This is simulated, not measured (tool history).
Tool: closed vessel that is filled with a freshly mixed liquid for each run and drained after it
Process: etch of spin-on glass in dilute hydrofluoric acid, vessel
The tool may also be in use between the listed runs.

run  hour  temperature setpoint of the liquid (C)  parts of water to one part of 49 % hydrofluoric acid (parts by volume)  time in the liquid (s)  thickness taken off the spin-on glass on a monitor wafer (angstrom)
  1   0.0                                    22.0                                                                      45                      85                                                               899.64
  2   6.3                                    20.5                                                                      45                      85                                                               846.80
  3  11.6                                    19.5                                                                      45                      85                                                               817.70
  4  16.8                                    19.0                                                                      45                      85                                                               785.80
  5  19.4                                    22.5                                                                      45                      85                                                               906.08
  6  21.3                                    22.5                                                                      55                      85                                                               741.51
  7  28.4                                    21.5                                                                      55                      85                                                               713.68
  8  35.0                                    21.0                                                                      55                      85                                                               709.11

The next listed run, before its measurement:
  9  36.9                                    20.5                                                                      55                      85                                                                    ?

thickness taken off the spin-on glass on a monitor wafer (angstrom): 683.82

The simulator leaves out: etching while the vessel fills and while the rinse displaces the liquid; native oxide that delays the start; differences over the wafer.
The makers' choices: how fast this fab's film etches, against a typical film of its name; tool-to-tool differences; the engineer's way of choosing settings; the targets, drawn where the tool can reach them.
